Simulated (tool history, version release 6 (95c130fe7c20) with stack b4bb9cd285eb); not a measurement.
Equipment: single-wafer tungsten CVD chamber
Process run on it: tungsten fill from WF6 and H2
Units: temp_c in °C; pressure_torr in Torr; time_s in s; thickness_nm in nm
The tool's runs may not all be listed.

| run | hour | temp_c | pressure_torr | time_s | thickness_nm |
|---|---|---|---|---|---|
| 1 | 0.0 | 395 | 36.1 | 42.6 | 117.75 |
| 2 | 3.7 | 395 | 36.1 | 44.0 | 121.52 |
| 3 | 7.2 | 404 | 36.1 | 44.0 | 142.40 |
| 4 | 9.7 | 404 | 36.1 | 42.6 | 138.43 |
| 5 | 13.0 | 404 | 36.1 | 44.0 | 142.27 |
| 6 | 16.8 | 399 | 35.8 | 44.0 | 129.36 |
| 7 | 18.5 | 395 | 35.6 | 44.0 | 120.75 |

Expected results for the next run?
| 8 | 24.1 | 392 | 35.4 | 44.0 | ? |

thickness_nm: 113.75 nm

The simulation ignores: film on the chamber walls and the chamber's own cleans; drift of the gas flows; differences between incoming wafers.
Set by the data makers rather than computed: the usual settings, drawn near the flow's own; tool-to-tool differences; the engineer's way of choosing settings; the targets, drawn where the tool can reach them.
